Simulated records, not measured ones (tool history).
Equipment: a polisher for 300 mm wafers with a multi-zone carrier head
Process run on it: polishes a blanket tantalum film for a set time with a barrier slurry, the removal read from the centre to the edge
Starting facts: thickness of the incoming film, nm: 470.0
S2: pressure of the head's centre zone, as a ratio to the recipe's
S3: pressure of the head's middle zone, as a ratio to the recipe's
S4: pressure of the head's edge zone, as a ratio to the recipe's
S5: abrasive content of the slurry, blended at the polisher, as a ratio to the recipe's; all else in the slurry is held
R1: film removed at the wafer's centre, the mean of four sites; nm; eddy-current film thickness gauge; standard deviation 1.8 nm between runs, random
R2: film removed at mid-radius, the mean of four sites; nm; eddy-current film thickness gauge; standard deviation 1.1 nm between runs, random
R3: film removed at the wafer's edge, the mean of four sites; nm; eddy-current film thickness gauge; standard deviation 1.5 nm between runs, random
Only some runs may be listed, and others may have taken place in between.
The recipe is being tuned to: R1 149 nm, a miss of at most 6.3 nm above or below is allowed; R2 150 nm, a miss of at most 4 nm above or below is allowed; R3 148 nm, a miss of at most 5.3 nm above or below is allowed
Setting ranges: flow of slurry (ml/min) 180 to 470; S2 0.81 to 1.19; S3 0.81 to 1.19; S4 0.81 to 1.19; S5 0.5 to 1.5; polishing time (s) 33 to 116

{"run": 1, "hour": 0.0, "flow of slurry (ml/min)": 300, "S2": 1, "S3": 1, "S4": 1, "S5": 1, "polishing time (s)": 74, "R1": 112.18, "R2": 107.59, "R3": 111.52}
{"run": 2, "hour": 5.8, "flow of slurry (ml/min)": 305, "S2": 1.01, "S3": 1.02, "S4": 1.02, "S5": 1.1, "polishing time (s)": 75, "R1": 116.43, "R2": 112.6, "R3": 115.01}
{"run": 3, "hour": 13.7, "flow of slurry (ml/min)": 305, "S2": 1.01, "S3": 1.03, "S4": 1.03, "S5": 1.15, "polishing time (s)": 77, "R1": 120.31, "R2": 116.33, "R3": 120.4}
{"run": 4, "hour": 21.2, "flow of slurry (ml/min)": 310, "S2": 1.02, "S3": 1.05, "S4": 1.04, "S5": 1.2, "polishing time (s)": 79, "R1": 126.91, "R2": 123.72, "R3": 123.25}
{"run": 5, "hour": 23.5, "flow of slurry (ml/min)": 310, "S2": 1.02, "S3": 0.97, "S4": 1.04, "S5": 1.2, "polishing time (s)": 79, "R1": 123.98, "R2": 116.41, "R3": 127.55}
{"run": 6, "hour": 24.7, "flow of slurry (ml/min)": 240, "S2": 1.02, "S3": 0.97, "S4": 1.04, "S5": 1.2, "polishing time (s)": 79, "R1": 123.59, "R2": 113.27, "R3": 124.78}
{"run": 7, "hour": 26.3, "flow of slurry (ml/min)": 305, "S2": 1.12, "S3": 1.07, "S4": 1.14, "S5": 1.45, "polishing time (s)": 80, "R1": 145.56, "R2": 132.99, "R3": 137.06}
{"run": 8, "hour": 30.8, "flow of slurry (ml/min)": 310, "S2": 1.11, "S3": 1.08, "S4": 1.15, "S5": 1.45, "polishing time (s)": 81, "R1": 144.11, "R2": 134.46, "R3": 138.37}
{"run": 9, "hour": 37.8, "flow of slurry (ml/min)": 310, "S2": 1.11, "S3": 1.09, "S4": 1.15, "S5": 1.45, "polishing time (s)": 82, "R1": 150.89, "R2": 138.98, "R3": 137.11}

Next run, 4 choices. One meets every target within its allowed miss, the rest don't. Which?
{"run": "A", "hour": 44.8, "flow of slurry (ml/min)": 360, "S2": 1.08, "S3": 1.16, "S4": 1.01, "S5": 1.1, "polishing time (s)": 88, "R1": "?", "R2": "?", "R3": "?"}
{"run": "B", "hour": 44.8, "flow of slurry (ml/min)": 290, "S2": 1.06, "S3": 0.96, "S4": 1.15, "S5": 1.5, "polishing time (s)": 90, "R1": "?", "R2": "?", "R3": "?"}
{"run": "C", "hour": 44.8, "flow of slurry (ml/min)": 290, "S2": 1.18, "S3": 1.08, "S4": 1.16, "S5": 1.45, "polishing time (s)": 77, "R1": "?", "R2": "?", "R3": "?"}
{"run": "D", "hour": 44.8, "flow of slurry (ml/min)": 335, "S2": 1.04, "S3": 1.11, "S4": 1.16, "S5": 1.5, "polishing time (s)": 86, "R1": "?", "R2": "?", "R3": "?"}

move=A R1=148.64 R2=149.31 R3=135.68
move=B R1=155.64 R2=136.01 R3=151.52
move=C R1=147.26 R2=127.66 R3=128.92
move=D R1=148.03 R2=148.77 R3=146.19
A: meets the target for the result that was furthest off, but another lies outside its allowed miss
B: further off than the last run
C: further off than the last run
D: in spec on every target
Go with D: it meets all targets.
